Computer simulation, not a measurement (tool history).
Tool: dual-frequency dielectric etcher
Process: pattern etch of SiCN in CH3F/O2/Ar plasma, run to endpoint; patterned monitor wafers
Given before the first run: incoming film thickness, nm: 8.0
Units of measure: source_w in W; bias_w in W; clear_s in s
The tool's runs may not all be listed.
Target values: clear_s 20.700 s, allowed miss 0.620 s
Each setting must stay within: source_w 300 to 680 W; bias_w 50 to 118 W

run 1 hour=0.0 | source_w=490 bias_w=84 | clear_s=17.248
run 2 hour=3.3 | source_w=450 bias_w=79 | clear_s=18.415
run 3 hour=6.8 | source_w=450 bias_w=92 | clear_s=17.037
run 4 hour=8.5 | source_w=380 bias_w=92 | clear_s=17.975
run 5 hour=9.4 | source_w=380 bias_w=100 | clear_s=17.216
run 6 hour=16.9 | source_w=360 bias_w=94 | clear_s=17.885
run 7 hour=22.5 | source_w=340 bias_w=88 | clear_s=18.608
run 8 hour=27.8 | source_w=330 bias_w=83 | clear_s=19.467

Next run, 5 choices. One meets every target within its allowed miss, the rest don't. Which?
run A hour=33.1 | source_w=300 bias_w=64 | clear_s=?
run B hour=33.1 | source_w=300 bias_w=68 | clear_s=?
run C hour=33.1 | source_w=330 bias_w=61 | clear_s=?
run D hour=33.1 | source_w=330 bias_w=70 | clear_s=?
run E hour=33.1 | source_w=310 bias_w=63 | clear_s=?

move=A clear_s=22.309
move=B clear_s=21.751
move=C clear_s=22.184
move=D clear_s=20.951
move=E clear_s=22.262
A: pushes the last run's worst result past its target
B: pushes the last run's worst result past its target
C: pushes the last run's worst result past its target
D: in spec on every target
E: pushes the last run's worst result past its target
Correct choice: D, which meets every target
